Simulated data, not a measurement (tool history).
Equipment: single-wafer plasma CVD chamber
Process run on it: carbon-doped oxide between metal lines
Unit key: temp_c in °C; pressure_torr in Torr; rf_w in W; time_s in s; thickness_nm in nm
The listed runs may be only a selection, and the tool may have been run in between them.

| run | hour | temp_c | pressure_torr | rf_w | time_s | thickness_nm |
|---|---|---|---|---|---|---|
| 1 | 0 | 330 | 6.38 | 570 | 21.1 | 134.66 |
| 2 | 6.3 | 330 | 6.38 | 620 | 21.1 | 142.19 |
| 3 | 14.5 | 333 | 6.22 | 570 | 20.9 | 133.02 |
| 4 | 21.7 | 337 | 6.06 | 530 | 20.7 | 122.77 |
| 5 | 23.1 | 339 | 5.93 | 505 | 20.6 | 117.8 |
| 6 | 27.2 | 339 | 6.89 | 505 | 20.6 | 120.26 |
| 7 | 35.4 | 341 | 6.66 | 485 | 20.5 | 114.71 |
| 8 | 41.9 | 341 | 6.66 | 485 | 20.5 | 114.89 |
| 9 | 43.6 | 343 | 6.53 | 470 | 20.5 | 111.77 |
| 10 | 45.9 | 344 | 6.4 | 460 | 20.5 | 109.34 |

Estimate the outcome of run 11 from the log above:
| 11 | 53.6 | 345 | 6.28 | 455 | 20.5 | ? |

{"run 11": {"thickness_nm": 109.02}}
